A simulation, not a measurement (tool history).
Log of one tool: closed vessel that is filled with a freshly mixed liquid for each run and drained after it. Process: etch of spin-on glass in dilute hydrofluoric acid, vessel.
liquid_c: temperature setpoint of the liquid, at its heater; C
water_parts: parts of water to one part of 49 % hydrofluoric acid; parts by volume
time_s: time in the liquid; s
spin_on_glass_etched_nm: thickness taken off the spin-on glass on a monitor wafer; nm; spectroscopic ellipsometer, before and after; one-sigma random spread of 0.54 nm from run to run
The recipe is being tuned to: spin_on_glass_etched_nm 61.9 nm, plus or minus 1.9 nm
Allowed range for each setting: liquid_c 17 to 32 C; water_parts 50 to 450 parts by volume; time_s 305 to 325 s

{"run": 1, "day": 0.0, "liquid_c": 24, "water_parts": 250, "time_s": 305, "spin_on_glass_etched_nm": 45.251}
{"run": 2, "day": 0.375, "liquid_c": 25.5, "water_parts": 250, "time_s": 305, "spin_on_glass_etched_nm": 48.213}
{"run": 3, "day": 0.483, "liquid_c": 24, "water_parts": 250, "time_s": 305, "spin_on_glass_etched_nm": 46.736}
{"run": 4, "day": 0.862, "liquid_c": 25, "water_parts": 245, "time_s": 305, "spin_on_glass_etched_nm": 48.426}
{"run": 5, "day": 1.133, "liquid_c": 25, "water_parts": 160, "time_s": 305, "spin_on_glass_etched_nm": 80.822}
{"run": 6, "day": 1.421, "liquid_c": 25, "water_parts": 160, "time_s": 325, "spin_on_glass_etched_nm": 86.368}
{"run": 7, "day": 1.488, "liquid_c": 23.5, "water_parts": 165, "time_s": 325, "spin_on_glass_etched_nm": 81.217}
{"run": 8, "day": 1.667, "liquid_c": 22.5, "water_parts": 170, "time_s": 325, "spin_on_glass_etched_nm": 73.851}

Pick the move, out of 5, that brings all results within their allowed miss; only one does.
{"run": "A", "day": 1.846, "liquid_c": 23, "water_parts": 185, "time_s": 325, "spin_on_glass_etched_nm": "?"}
{"run": "B", "day": 1.846, "liquid_c": 25, "water_parts": 210, "time_s": 320, "spin_on_glass_etched_nm": "?"}
{"run": "C", "day": 1.846, "liquid_c": 23, "water_parts": 210, "time_s": 325, "spin_on_glass_etched_nm": "?"}
{"run": "D", "day": 1.846, "liquid_c": 17, "water_parts": 135, "time_s": 325, "spin_on_glass_etched_nm": "?"}
{"run": "E", "day": 1.846, "liquid_c": 27, "water_parts": 160, "time_s": 325, "spin_on_glass_etched_nm": "?"}

move=A spin_on_glass_etched_nm=68.515
move=B spin_on_glass_etched_nm=62.294
move=C spin_on_glass_etched_nm=58.788
move=D spin_on_glass_etched_nm=77.965
move=E spin_on_glass_etched_nm=94.602
A: an improvement on the last run, though not all results are within tolerance
B: hits every target within its allowed miss
C: takes the biggest miss from the last run beyond its target
D: further off than the last run
E: further off than the last run
Go with B: it meets all targets.
